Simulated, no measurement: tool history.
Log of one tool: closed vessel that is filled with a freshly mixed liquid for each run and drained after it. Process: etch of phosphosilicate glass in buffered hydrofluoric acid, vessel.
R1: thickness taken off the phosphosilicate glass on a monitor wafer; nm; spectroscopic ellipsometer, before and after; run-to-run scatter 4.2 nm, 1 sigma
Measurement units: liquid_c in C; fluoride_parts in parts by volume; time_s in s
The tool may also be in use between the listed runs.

run 1 hour=0.0 | liquid_c=24.0 fluoride_parts=11.0 time_s=90 | R1=533.19
run 2 hour=4.8 | liquid_c=24.0 fluoride_parts=11.0 time_s=95 | R1=570.28
run 3 hour=9.7 | liquid_c=26.5 fluoride_parts=11.0 time_s=95 | R1=649.56
run 4 hour=14.8 | liquid_c=27.5 fluoride_parts=10.5 time_s=95 | R1=720.92
run 5 hour=23.4 | liquid_c=27.5 fluoride_parts=10.5 time_s=95 | R1=718.77
run 6 hour=27.7 | liquid_c=28.5 fluoride_parts=10.0 time_s=95 | R1=789.00
run 7 hour=33.3 | liquid_c=29.0 fluoride_parts=9.5 time_s=95 | R1=839.43

What does the tool deliver on the next run?
run 8 hour=34.5 | liquid_c=29.5 fluoride_parts=9.0 time_s=95 | R1=?

{"run 8": {"R1": 888.21}}
